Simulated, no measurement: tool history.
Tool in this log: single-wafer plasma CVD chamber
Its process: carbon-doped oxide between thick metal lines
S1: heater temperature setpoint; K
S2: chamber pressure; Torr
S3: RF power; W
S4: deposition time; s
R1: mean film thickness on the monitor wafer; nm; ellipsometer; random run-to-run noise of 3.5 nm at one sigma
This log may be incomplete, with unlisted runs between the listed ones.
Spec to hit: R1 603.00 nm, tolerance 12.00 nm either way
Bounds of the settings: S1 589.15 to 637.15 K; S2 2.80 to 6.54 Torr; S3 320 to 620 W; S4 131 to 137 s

run,day,S1,S2,S3,S4,R1
1,0.000,613.15,4.67,470,137,664.80
2,0.171,613.15,4.67,470,131,635.48
3,0.208,603.15,4.67,470,131,643.04
4,0.233,603.15,4.50,460,131,641.24
5,0.271,604.15,4.46,450,131,629.26
6,0.396,597.15,4.46,450,131,642.40
7,0.596,599.15,4.35,440,131,628.67
8,0.933,600.15,4.28,435,131,623.86
9,1.033,601.15,4.24,430,131,613.86

Exercise: of the 4 proposed moves below, exactly one satisfies all targets within the stated allowed misses. Which move is it?
A,1.133,598.15,4.70,435,131,?
B,1.133,605.15,4.14,430,131,?
C,1.133,602.15,4.12,415,137,?
D,1.133,606.15,4.12,425,137,?

move,R1
A,632.84
B,605.47
C,625.25
D,626.87
A: lands further from the targets than the last run did
B: in spec on every target
C: lands further from the targets than the last run did
D: lands further from the targets than the last run did
Correct choice: B, which meets every target
